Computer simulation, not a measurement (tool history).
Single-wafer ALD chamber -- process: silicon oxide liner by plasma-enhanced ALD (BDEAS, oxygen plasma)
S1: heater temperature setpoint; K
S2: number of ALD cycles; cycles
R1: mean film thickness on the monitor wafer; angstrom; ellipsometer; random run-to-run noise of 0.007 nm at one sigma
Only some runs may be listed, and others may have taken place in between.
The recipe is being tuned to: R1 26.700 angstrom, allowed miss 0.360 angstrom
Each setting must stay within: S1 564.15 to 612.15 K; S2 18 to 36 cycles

Run 1, hour 0.0: S1 588.15 K, S2 27 cycles. Result: R1 24.663 angstrom.
Run 2, hour 6.8: S1 592.15 K, S2 27 cycles. Result: R1 24.388 angstrom.
Run 3, hour 13.6: S1 600.15 K, S2 27 cycles. Result: R1 24.152 angstrom.
Run 4, hour 20.0: S1 606.15 K, S2 27 cycles. Result: R1 23.872 angstrom.
Run 5, hour 28.1: S1 606.15 K, S2 24 cycles. Result: R1 21.157 angstrom.
Run 6, hour 35.1: S1 597.15 K, S2 24 cycles. Result: R1 21.561 angstrom.
Run 7, hour 40.2: S1 593.15 K, S2 26 cycles. Result: R1 23.517 angstrom.
Run 8, hour 49.0: S1 589.15 K, S2 27 cycles. Result: R1 24.557 angstrom.
Run 9, hour 57.2: S1 586.15 K, S2 28 cycles. Result: R1 25.595 angstrom.
Run 10, hour 60.7: S1 584.15 K, S2 28 cycles. Result: R1 25.793 angstrom.
Run 11, hour 69.3: S1 582.15 K, S2 28 cycles. Result: R1 25.720 angstrom.
Run 12, hour 76.4: S1 581.15 K, S2 28 cycles. Result: R1 25.852 angstrom.
Run 13, hour 79.4: S1 579.15 K, S2 28 cycles. Result: R1 25.762 angstrom.

Which one of the following 4 next-run settings gets every result inside its allowed miss? There is exactly one.
Run A, hour 82.4: S1 580.15 K, S2 29 cycles. Result: R1 ?.
Run B, hour 82.4: S1 568.15 K, S2 27 cycles. Result: R1 ?.
Run C, hour 82.4: S1 576.15 K, S2 28 cycles. Result: R1 ?.
Run D, hour 82.4: S1 580.15 K, S2 27 cycles. Result: R1 ?.

move      R1
   A  26.711
   B  25.790
   C  25.956
   D  24.869
A: every result lands within tolerance
B: as far off as the last run
C: nearer than the last run, and not there yet
D: lands further from the targets than the last run did
A meets every target.

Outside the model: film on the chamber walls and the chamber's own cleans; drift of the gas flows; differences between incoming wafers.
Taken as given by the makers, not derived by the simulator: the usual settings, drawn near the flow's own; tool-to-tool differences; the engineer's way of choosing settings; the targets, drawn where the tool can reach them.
